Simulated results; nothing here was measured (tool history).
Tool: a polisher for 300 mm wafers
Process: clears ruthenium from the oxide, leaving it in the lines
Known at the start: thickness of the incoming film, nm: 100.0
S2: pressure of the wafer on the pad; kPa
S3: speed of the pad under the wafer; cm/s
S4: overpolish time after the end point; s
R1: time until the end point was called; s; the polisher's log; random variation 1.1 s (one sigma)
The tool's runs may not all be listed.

run 1 hour=0.0 | flow_of_slurry_(ml/min)=210 S2=14.5 S3=96 S4=9 | R1=94.055
run 2 hour=2.6 | flow_of_slurry_(ml/min)=210 S2=15.2 S3=96 S4=9 | R1=94.816
run 3 hour=9.1 | flow_of_slurry_(ml/min)=210 S2=15.2 S3=96 S4=7 | R1=89.304
run 4 hour=16.1 | flow_of_slurry_(ml/min)=210 S2=16.5 S3=96 S4=7 | R1=89.827
run 5 hour=18.9 | flow_of_slurry_(ml/min)=210 S2=15.2 S3=96 S4=7 | R1=93.245
run 6 hour=25.3 | flow_of_slurry_(ml/min)=210 S2=16.5 S3=98 S4=7 | R1=84.322

The next listed run, before its measurement:
run 7 hour=32.8 | flow_of_slurry_(ml/min)=210 S2=17.2 S3=100 S4=7 | R1=?

R1: 79.021 s
